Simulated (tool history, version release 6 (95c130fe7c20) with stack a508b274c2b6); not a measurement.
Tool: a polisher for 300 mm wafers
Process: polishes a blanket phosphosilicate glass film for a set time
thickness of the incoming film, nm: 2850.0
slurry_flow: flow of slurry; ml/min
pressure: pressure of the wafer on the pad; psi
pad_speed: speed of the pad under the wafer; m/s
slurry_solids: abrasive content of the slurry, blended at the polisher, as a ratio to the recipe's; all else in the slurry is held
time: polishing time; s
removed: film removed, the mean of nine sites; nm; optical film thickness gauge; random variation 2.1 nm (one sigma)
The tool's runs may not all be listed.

{"run": 1, "day": 0.0, "slurry_flow": 280, "pressure": 2, "pad_speed": 0.8, "slurry_solids": 1, "time": 88, "removed": 346.77}
{"run": 2, "day": 0.021, "slurry_flow": 280, "pressure": 2, "pad_speed": 0.92, "slurry_solids": 1, "time": 88, "removed": 379.11}
{"run": 3, "day": 0.2, "slurry_flow": 280, "pressure": 1.8, "pad_speed": 0.86, "slurry_solids": 1, "time": 88, "removed": 322.61}
{"run": 4, "day": 0.504, "slurry_flow": 280, "pressure": 1.8, "pad_speed": 0.86, "slurry_solids": 1, "time": 88, "removed": 323.2}
{"run": 5, "day": 0.704, "slurry_flow": 280, "pressure": 1.8, "pad_speed": 0.86, "slurry_solids": 0.85, "time": 88, "removed": 303.95}
{"run": 6, "day": 0.796, "slurry_flow": 280, "pressure": 1.6, "pad_speed": 0.84, "slurry_solids": 0.85, "time": 88, "removed": 266.23}
{"run": 7, "day": 0.821, "slurry_flow": 280, "pressure": 1.5, "pad_speed": 0.82, "slurry_solids": 0.85, "time": 88, "removed": 244.76}
{"run": 8, "day": 1.012, "slurry_flow": 280, "pressure": 1.4, "pad_speed": 0.82, "slurry_solids": 0.85, "time": 88, "removed": 233.41}
{"run": 9, "day": 1.175, "slurry_flow": 280, "pressure": 1.3, "pad_speed": 0.82, "slurry_solids": 0.85, "time": 88, "removed": 216.88}

Run 10 comes next. What will it give?
{"run": 10, "day": 1.367, "slurry_flow": 280, "pressure": 1.2, "pad_speed": 0.82, "slurry_solids": 0.85, "time": 88, "removed": "?"}

{"run 10": {"removed": 200.74}}
